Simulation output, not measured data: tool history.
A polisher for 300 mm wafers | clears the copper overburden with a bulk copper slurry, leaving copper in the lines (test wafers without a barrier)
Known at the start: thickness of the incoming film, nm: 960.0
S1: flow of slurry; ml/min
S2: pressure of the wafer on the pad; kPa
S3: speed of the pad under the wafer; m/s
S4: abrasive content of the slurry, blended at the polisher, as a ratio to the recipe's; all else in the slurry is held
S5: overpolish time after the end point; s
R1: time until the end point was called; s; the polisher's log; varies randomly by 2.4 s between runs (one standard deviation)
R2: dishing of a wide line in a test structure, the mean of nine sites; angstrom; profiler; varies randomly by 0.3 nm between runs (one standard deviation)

run	hour	S1	S2	S3	S4	S5	R1	R2
1	0	125	20	1.12	1	14	116.86	529.37
2	8.7	125	17.2	1.08	1	12	133.58	462.27
3	16.7	120	15.2	1.02	1	10	150.51	367.27
4	19.9	115	13.8	0.98	1	10	171.74	341.33
5	27.8	115	18.6	0.98	1	10	144.5	396.01
6	33.3	115	13.8	0.98	1	10	167.16	346.23
7	36.3	110	12.4	0.94	1	10	186.06	330.85
8	42.2	110	9	0.86	1	5	233.07	156.23
9	46.3	100	12.4	0.74	0.85	11	241.05	285.96
10	48.3	105	12.4	0.74	0.85	11	242.28	284.46
11	56.2	115	13.1	0.76	0.85	6	229.43	182.49
12	61.7	110	13.1	0.76	0.9	7	225.75	214.89
13	63.8	105	13.1	0.76	0.9	7	230.38	209.57
14	67.4	110	13.1	0.74	0.9	13	230.64	331.15
15	70.7	120	12.4	0.74	0.9	13	235.83	332.45
16	76.3	125	12.4	0.74	0.85	12	242.04	304.9
17	82.9	125	12.4	0.74	0.85	11	236.05	296.58
18	87.6	120	12.4	0.74	0.85	11	238.46	286.35
19	92.3	120	12.4	0.74	0.9	10	233.91	275.44
20	99.5	120	12.4	0.74	0.9	10	233.98	275.07
21	102.9	120	12.4	0.74	0.9	7	233.29	209.92

Run 22, settings as shown, results not yet in. Your forecast:
22	109.3	120	12.4	0.72	0.9	7	?	?

R1: 242.18 s
R2: 201.03 angstrom

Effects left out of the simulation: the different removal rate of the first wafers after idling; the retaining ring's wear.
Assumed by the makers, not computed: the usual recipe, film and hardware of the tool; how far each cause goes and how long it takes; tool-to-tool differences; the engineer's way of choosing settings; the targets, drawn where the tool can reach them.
